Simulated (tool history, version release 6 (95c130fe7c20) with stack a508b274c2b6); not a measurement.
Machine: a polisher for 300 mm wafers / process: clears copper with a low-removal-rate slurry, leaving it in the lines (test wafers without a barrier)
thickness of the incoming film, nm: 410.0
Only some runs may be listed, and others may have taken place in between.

run  hour  flow of slurry (ml/min)  pressure of the wafer on the pad (kPa)  speed of the pad under the wafer (m/s)  abrasive content of the slurry  overpolish time after the end point (s)  time until the end point was called (s)  dishing of a wide line in a test structure (Å)
  1     0                      125                                    15.9                                    1.32                               1                                       20                                   130.88                                          363.92
  2   7.9                      150                                    15.9                                    1.32                               1                                       20                                   126.87                                          340.23
  3  10.4                      145                                    14.5                                     1.3                               1                                       22                                   140.17                                          355.51
  4  17.7                      145                                    14.5                                     1.3                             1.2                                       22                                   137.25                                           371.1
  5  21.1                      120                                    14.5                                     1.3                             1.2                                       22                                   140.09                                          351.37
  6  22.4                       90                                    14.5                                     1.3                             1.2                                       22                                   147.94                                          356.47
  7  28.2                       90                                    13.1                                    1.28                             1.2                                       23                                   154.66                                          341.96

Predict the results of run 8:
  8  31.7                       90                                    13.1                                    1.28                             1.2                                       23                                        ?                                               ?

Run 8 measured time until the end point was called (s) 155.58, dishing of a wide line in a test structure (Å) 349.06.
